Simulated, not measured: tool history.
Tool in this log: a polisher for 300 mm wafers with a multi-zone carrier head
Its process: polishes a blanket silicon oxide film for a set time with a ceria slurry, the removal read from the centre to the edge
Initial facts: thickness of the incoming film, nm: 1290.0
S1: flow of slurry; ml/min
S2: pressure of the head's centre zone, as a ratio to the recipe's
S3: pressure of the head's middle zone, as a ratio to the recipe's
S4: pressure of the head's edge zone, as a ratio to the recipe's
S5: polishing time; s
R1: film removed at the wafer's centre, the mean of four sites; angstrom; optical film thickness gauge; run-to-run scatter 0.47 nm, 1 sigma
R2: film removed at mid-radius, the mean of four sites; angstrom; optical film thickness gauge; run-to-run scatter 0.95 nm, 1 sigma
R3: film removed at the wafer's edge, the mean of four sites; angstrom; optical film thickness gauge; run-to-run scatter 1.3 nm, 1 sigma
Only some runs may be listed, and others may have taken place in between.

Run 1, hour 0.0: S1 125 ml/min, S2 1.00, S3 1.00, S4 1.00, S5 36 s. Result: R1 910.55 angstrom, R2 909.12 angstrom, R3 903.69 angstrom.
Run 2, hour 3.4: S1 115 ml/min, S2 0.95, S3 1.04, S4 1.05, S5 37 s. Result: R1 866.47 angstrom, R2 940.18 angstrom, R3 935.87 angstrom.
Run 3, hour 11.4: S1 115 ml/min, S2 0.95, S3 0.98, S4 1.05, S5 37 s. Result: R1 863.72 angstrom, R2 899.87 angstrom, R3 898.80 angstrom.
Run 4, hour 16.5: S1 115 ml/min, S2 0.95, S3 1.02, S4 1.05, S5 37 s. Result: R1 857.58 angstrom, R2 930.05 angstrom, R3 918.00 angstrom.
Run 5, hour 18.4: S1 110 ml/min, S2 0.93, S3 1.06, S4 1.10, S5 37 s. Result: R1 840.98 angstrom, R2 942.82 angstrom, R3 920.97 angstrom.
Run 6, hour 20.7: S1 105 ml/min, S2 0.89, S3 1.07, S4 1.13, S5 38 s. Result: R1 807.91 angstrom, R2 970.63 angstrom, R3 973.56 angstrom.
Run 7, hour 23.1: S1 105 ml/min, S2 0.88, S3 1.09, S4 1.14, S5 38 s. Result: R1 801.64 angstrom, R2 988.06 angstrom, R3 951.09 angstrom.

Run 8, settings as shown, results not yet in. Your forecast:
Run 8, hour 29.3: S1 100 ml/min, S2 0.86, S3 1.09, S4 1.15, S5 39 s. Result: R1 ?, R2 ?, R3 ?.

{"run 8": {"R1": 790.57, "R2": 969.88, "R3": 994.09}}

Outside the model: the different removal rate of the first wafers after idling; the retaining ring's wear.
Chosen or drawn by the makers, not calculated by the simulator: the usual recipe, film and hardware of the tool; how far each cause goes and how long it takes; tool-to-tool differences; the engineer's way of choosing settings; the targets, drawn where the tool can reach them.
